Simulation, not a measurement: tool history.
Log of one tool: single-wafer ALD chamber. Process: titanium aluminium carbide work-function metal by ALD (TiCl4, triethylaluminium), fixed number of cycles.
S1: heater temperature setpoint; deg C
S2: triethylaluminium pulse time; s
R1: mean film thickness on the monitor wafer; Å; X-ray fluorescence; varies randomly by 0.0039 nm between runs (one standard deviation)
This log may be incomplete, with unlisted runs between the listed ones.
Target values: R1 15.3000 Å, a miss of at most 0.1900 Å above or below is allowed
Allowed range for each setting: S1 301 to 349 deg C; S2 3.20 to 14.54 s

{"run": 1, "hour": 0.0, "S1": 325, "S2": 8.87, "R1": 25.104}
{"run": 2, "hour": 6.3, "S1": 336, "S2": 8.87, "R1": 25.995}
{"run": 3, "hour": 12.7, "S1": 332, "S2": 8.87, "R1": 25.718}
{"run": 4, "hour": 20.1, "S1": 323, "S2": 8.87, "R1": 24.967}
{"run": 5, "hour": 25.6, "S1": 323, "S2": 10.05, "R1": 25.286}
{"run": 6, "hour": 29.4, "S1": 323, "S2": 8.58, "R1": 24.768}
{"run": 7, "hour": 30.9, "S1": 317, "S2": 7.19, "R1": 22.967}
{"run": 8, "hour": 31.9, "S1": 313, "S2": 6.16, "R1": 21.077}
{"run": 9, "hour": 39.5, "S1": 310, "S2": 5.39, "R1": 18.999}
{"run": 10, "hour": 48.0, "S1": 310, "S2": 5.39, "R1": 19.039}
{"run": 11, "hour": 55.0, "S1": 301, "S2": 3.2, "R1": 8.1363}
{"run": 12, "hour": 61.8, "S1": 305, "S2": 3.2, "R1": 8.2614}
{"run": 13, "hour": 67.5, "S1": 317, "S2": 6.04, "R1": 21.069}
{"run": 14, "hour": 72.7, "S1": 313, "S2": 6.03, "R1": 20.653}
{"run": 15, "hour": 78.1, "S1": 313, "S2": 5.47, "R1": 19.471}
{"run": 16, "hour": 78.9, "S1": 310, "S2": 5.46, "R1": 19.17}
{"run": 17, "hour": 84.5, "S1": 315, "S2": 5.45, "R1": 19.57}
{"run": 18, "hour": 86.4, "S1": 303, "S2": 3.2, "R1": 8.2368}
{"run": 19, "hour": 94.5, "S1": 310, "S2": 3.2, "R1": 8.4633}
{"run": 20, "hour": 99.0, "S1": 308, "S2": 3.65, "R1": 11.488}

5 candidate next runs follow, results not yet known. Just one meets every target within its allowed miss. Identify it.
{"run": "A", "hour": 103.5, "S1": 310, "S2": 4.49, "R1": "?"}
{"run": "B", "hour": 103.5, "S1": 308, "S2": 5.26, "R1": "?"}
{"run": "C", "hour": 103.5, "S1": 302, "S2": 4.47, "R1": "?"}
{"run": "D", "hour": 103.5, "S1": 306, "S2": 4.2, "R1": "?"}
{"run": "E", "hour": 103.5, "S1": 301, "S2": 4.17, "R1": "?"}

move=A R1=15.8290
move=B R1=18.4080
move=C R1=15.2840
move=D R1=14.3130
move=E R1=13.9070
A: carries the result that was furthest off beyond its target, to the other side
B: carries the result that was furthest off beyond its target, to the other side
C: all results land within tolerance of their targets
D: closes in on the targets versus the last run, not all within tolerance yet
E: closes in on the targets versus the last run, not all within tolerance yet
The right move is C.
